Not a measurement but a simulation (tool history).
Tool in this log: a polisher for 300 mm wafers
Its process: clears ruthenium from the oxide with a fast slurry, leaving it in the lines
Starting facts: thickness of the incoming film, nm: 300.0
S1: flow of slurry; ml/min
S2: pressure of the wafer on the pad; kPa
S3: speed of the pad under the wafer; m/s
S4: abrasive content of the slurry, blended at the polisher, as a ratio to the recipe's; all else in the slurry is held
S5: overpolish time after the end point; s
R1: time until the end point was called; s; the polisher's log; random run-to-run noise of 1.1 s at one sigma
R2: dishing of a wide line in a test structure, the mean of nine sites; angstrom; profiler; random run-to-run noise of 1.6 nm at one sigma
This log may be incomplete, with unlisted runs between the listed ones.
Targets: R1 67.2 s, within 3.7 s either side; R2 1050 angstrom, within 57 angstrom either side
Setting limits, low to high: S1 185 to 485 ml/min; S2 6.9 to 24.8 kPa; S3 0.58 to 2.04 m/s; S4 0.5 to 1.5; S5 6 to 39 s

run  hour   S1    S2    S3  S4  S5      R1      R2
  1     0  310  15.9   1.3   1  20   74.17  663.36
  2   1.5  310  15.9   1.3   1  14  73.489  491.23
  3   6.9  310  15.9   1.3   1   9  72.267  336.12
  4   9.3  310  16.5   1.3   1  14  68.162  506.01
     15.6  -- head pressure recalibrated
  5  15.6  250  16.5   1.3   1  14  78.519  480.73
  6  21.5  250  19.3   1.3   1  14  66.247  533.23
  7  23.2  230  19.3  1.32   1  18  66.213  657.05
  8  25.4  220  19.3  1.34   1  21  66.254   735.8

5 candidate next runs follow, results not yet known. Just one meets every target within its allowed miss. Identify it.
  A  27.6  185  17.9  1.24  1.05  37   ?   ?
  B  27.6  190  18.6  1.46   0.8  36   ?   ?
  C  27.6  185    20  1.34  0.75  33   ?   ?
  D  27.6  185  13.8  1.74   1.1  33   ?   ?
  E  27.6  190  17.2   1.2  1.05  39   ?   ?

move      R1      R2
   A  73.418  1050.9
   B  72.184  1043.7
   C  77.532  937.23
   D  65.165  1054.2
   E  78.313  1042.7
A: the worst result of the last run now meets its target, but another is out of spec
B: the worst result of the last run now meets its target, but another is out of spec
C: gains on the last run, yet a result remains outside its allowed miss
D: in spec on every target
E: the worst result of the last run now meets its target, but another is out of spec
Answer: D

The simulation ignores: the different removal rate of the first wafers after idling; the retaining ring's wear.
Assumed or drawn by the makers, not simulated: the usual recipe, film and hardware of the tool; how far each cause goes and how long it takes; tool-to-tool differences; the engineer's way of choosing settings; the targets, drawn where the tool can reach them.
